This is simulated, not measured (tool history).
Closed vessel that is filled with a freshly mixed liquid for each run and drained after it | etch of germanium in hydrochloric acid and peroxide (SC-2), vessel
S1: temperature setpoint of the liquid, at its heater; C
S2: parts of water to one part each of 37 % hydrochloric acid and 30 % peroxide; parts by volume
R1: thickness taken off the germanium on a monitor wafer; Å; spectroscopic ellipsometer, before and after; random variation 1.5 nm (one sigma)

Run 1, hour 0.0: S1 58.0 C, S2 6.0 parts by volume, time in the liquid (s) 100. Result: R1 5906.6 Å.
Run 2, hour 5.8: S1 54.5 C, S2 6.0 parts by volume, time in the liquid (s) 100. Result: R1 5338.6 Å.
Run 3, hour 9.0: S1 52.0 C, S2 6.0 parts by volume, time in the liquid (s) 100. Result: R1 4924.3 Å.
Run 4, hour 15.0: S1 50.5 C, S2 6.0 parts by volume, time in the liquid (s) 100. Result: R1 4691.7 Å.
Run 5, hour 15.9: S1 50.5 C, S2 4.5 parts by volume, time in the liquid (s) 100. Result: R1 4726.2 Å.
Run 6, hour 24.2: S1 50.5 C, S2 5.5 parts by volume, time in the liquid (s) 100. Result: R1 4714.6 Å.
Run 7, hour 28.5: S1 49.5 C, S2 5.5 parts by volume, time in the liquid (s) 100. Result: R1 4584.2 Å.

Run 8 comes next. What will it give?
Run 8, hour 32.3: S1 48.5 C, S2 5.5 parts by volume, time in the liquid (s) 100. Result: R1 ?.

{"run 8": {"R1": 4408.5}}
